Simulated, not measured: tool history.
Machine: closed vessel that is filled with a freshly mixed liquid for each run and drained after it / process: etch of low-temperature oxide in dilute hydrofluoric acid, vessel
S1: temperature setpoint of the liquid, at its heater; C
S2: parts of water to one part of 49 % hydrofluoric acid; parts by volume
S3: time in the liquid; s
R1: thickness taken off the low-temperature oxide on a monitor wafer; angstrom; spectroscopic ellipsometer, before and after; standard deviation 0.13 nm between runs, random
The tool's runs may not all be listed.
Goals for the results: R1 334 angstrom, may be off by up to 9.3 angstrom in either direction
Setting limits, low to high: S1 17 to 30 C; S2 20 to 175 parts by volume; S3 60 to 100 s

| run | hour | S1 | S2 | S3 | R1 |
|---|---|---|---|---|---|
| 1 | 0 | 22 | 95 | 100 | 157.78 |
| 2 | 4.8 | 23.5 | 90 | 100 | 178.86 |
| 3 | 8 | 23.5 | 90 | 60 | 107.04 |
| 4 | 9.3 | 22.5 | 75 | 65 | 136.78 |
| 5 | 16.4 | 24 | 65 | 70 | 183.23 |
| 6 | 24.1 | 24 | 100 | 70 | 112.97 |
| 7 | 33.5 | 24 | 85 | 75 | 146.35 |
| 8 | 40.8 | 25 | 75 | 75 | 174.29 |
| 9 | 47.7 | 26 | 70 | 75 | 195.72 |
| 10 | 56.5 | 30 | 35 | 75 | 483.57 |
| 11 | 58.8 | 29 | 35 | 75 | 465.87 |
| 12 | 64.8 | 29 | 35 | 75 | 462 |
| 13 | 70.3 | 28 | 35 | 75 | 442.78 |
| 14 | 71.5 | 24 | 35 | 75 | 379.52 |
| 15 | 75.9 | 23.5 | 35 | 75 | 370.66 |
| 16 | 83.5 | 23 | 35 | 75 | 365.05 |
| 17 | 88 | 22.5 | 35 | 75 | 354.12 |

Which single option among these 5 for the next run brings every result within its allowed miss of target? Just one does.
| A | 92.5 | 18.5 | 40 | 95 | ? |
| B | 92.5 | 20.5 | 40 | 95 | ? |
| C | 92.5 | 24.5 | 35 | 60 | ? |
| D | 92.5 | 30 | 55 | 90 | ? |
| E | 92.5 | 19 | 40 | 90 | ? |

| move | R1 |
|---|---|
| A | 330.38 |
| B | 360 |
| C | 309.45 |
| D | 358.14 |
| E | 319.82 |
A: each result inside its tolerance
B: lands further from the targets than the last run did
C: pushes the last run's worst result past its target
D: lands further from the targets than the last run did
E: pushes the last run's worst result past its target
Correct choice: A, which meets every target

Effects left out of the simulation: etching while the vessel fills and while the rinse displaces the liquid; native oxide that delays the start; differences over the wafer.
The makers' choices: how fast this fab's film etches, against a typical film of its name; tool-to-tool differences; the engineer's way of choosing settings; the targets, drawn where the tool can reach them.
